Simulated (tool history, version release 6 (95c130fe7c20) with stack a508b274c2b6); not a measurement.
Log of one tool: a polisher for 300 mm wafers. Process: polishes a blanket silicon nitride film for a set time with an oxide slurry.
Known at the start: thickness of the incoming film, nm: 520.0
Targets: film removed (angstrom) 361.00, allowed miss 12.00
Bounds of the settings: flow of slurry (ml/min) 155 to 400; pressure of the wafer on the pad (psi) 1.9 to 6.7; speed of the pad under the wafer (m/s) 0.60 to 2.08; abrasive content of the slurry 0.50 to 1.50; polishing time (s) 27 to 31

run,hour,flow of slurry (ml/min),pressure of the wafer on the pad (psi),speed of the pad under the wafer (m/s),abrasive content of the slurry,polishing time (s),film removed (angstrom)
1,0.0,255,4.3,1.34,1.00,31,260.62
2,0.6,255,4.3,1.34,1.00,27,230.65
3,9.0,305,4.3,1.34,1.00,27,228.47
4,10.1,305,4.6,1.34,1.00,27,247.20
5,17.9,305,4.8,1.34,1.00,27,262.44
6,23.4,305,5.8,1.34,1.00,27,308.71
7,29.8,305,5.9,1.34,1.00,27,319.05
8,36.2,305,5.9,1.34,1.00,27,313.83
9,43.2,305,5.9,1.34,1.00,27,321.89
10,51.4,305,6.0,1.34,1.00,27,316.90

4 next moves are on the table. One of them brings every result within its allowed miss. Which?
A,59.6,270,5.4,1.40,1.10,28,?
B,59.6,320,5.8,1.46,1.00,30,?
C,59.6,285,5.9,1.28,0.95,27,?
D,59.6,315,5.6,1.48,1.10,27,?

move,film removed (angstrom)
A,319.29
B,362.68
C,299.26
D,333.08
A: nearer than the last run, and not there yet
B: meets every target
C: further off than the last run
D: nearer than the last run, and not there yet
Move B is the one to make.

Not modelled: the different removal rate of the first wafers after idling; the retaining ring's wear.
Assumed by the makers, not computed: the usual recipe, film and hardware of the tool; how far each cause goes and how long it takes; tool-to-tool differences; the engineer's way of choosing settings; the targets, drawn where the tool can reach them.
